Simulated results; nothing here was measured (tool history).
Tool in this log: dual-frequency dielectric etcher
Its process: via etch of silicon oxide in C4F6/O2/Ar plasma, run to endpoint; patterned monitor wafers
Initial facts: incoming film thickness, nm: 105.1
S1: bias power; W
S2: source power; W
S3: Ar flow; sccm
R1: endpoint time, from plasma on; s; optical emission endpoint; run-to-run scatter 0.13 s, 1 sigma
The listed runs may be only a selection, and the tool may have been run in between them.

{"run": 1, "hour": 0.0, "S1": 470, "S2": 290, "S3": 330, "R1": 27.66}
{"run": 2, "hour": 2.1, "S1": 389, "S2": 290, "S3": 330, "R1": 29.311}
{"run": 3, "hour": 8.4, "S1": 389, "S2": 290, "S3": 360, "R1": 30.006}
{"run": 4, "hour": 11.4, "S1": 389, "S2": 260, "S3": 360, "R1": 30.941}
{"run": 5, "hour": 17.8, "S1": 468, "S2": 260, "S3": 360, "R1": 28.772}
{"hour": 21.0, "done": "wet clean of the chamber"}
{"run": 6, "hour": 21.0, "S1": 468, "S2": 260, "S3": 327, "R1": 29.155}
{"run": 7, "hour": 26.1, "S1": 431, "S2": 250, "S3": 327, "R1": 30.473}

The next listed run, before its measurement:
{"run": 8, "hour": 33.7, "S1": 409, "S2": 250, "S3": 327, "R1": "?"}

{"run 8": {"R1": 31.239}}

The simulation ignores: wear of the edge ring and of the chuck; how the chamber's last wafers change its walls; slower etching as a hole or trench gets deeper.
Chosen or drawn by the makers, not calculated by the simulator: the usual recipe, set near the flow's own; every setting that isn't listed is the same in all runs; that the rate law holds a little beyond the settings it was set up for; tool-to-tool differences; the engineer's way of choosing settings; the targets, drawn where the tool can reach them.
